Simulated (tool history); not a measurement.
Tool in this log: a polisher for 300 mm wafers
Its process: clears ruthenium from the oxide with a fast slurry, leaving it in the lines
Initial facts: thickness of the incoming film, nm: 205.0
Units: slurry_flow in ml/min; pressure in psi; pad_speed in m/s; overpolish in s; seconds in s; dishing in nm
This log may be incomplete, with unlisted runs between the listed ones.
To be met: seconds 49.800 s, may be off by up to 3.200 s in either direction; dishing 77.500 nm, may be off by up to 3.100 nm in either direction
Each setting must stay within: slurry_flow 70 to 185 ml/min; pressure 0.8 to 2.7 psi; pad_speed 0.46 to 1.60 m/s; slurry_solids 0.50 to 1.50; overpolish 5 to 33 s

run  hour  slurry_flow  pressure  pad_speed  slurry_solids  overpolish  seconds  dishing
  1   0.0          120       1.7       1.02           1.00          17   77.950   35.546
  2   1.5          120       1.7       0.88           1.00          17   86.530   30.886
  3   9.0          115       1.8       0.94           1.00          18   79.815   36.304
  4  13.9          115       1.8       0.94           1.00          11   77.686   23.052
  5  22.5          110       1.8       1.04           1.00          13   70.881   29.775
  6  30.3          110       1.8       1.04           1.00          19   71.458   40.389
  7  31.4          115       1.9       1.06           1.00          20   64.974   47.100
  8  36.6          115       1.9       1.06           1.00          20   65.741   46.985
     43.7  -- worn pad replaced by a new one
  9  43.7          115       2.0       1.08           1.00          21   58.174   53.923
 10  48.6          115       2.0       1.10           1.00          22   57.336   58.249
 11  54.8          120       2.0       1.10           1.00          23   55.930   59.292
 12  57.8           90       2.3       1.12           1.00          26   50.327   71.528

Consider the 5 candidate settings below. Which is the only one whose results all fall within their allowed miss of target?
  A  60.8           70       2.3       1.26           0.85          21        ?        ?
  B  60.8          105       2.6       0.92           0.90          32        ?        ?
  C  60.8          100       2.1       1.32           0.90          27        ?        ?
  D  60.8           85       2.6       1.06           1.00          23        ?        ?
  E  60.8           80       1.9       1.10           1.35          27        ?        ?

move  seconds  dishing
   A   49.404   60.495
   B   55.022   77.331
   C   48.035   75.366
   D   47.071   67.633
   E   55.182   67.704
A: its largest miss is bigger than the last run's
B: the furthest-off result lands on target, but another misses its tolerance
C: in spec on every target
D: its largest miss is bigger than the last run's
E: its largest miss is bigger than the last run's
C meets every target.
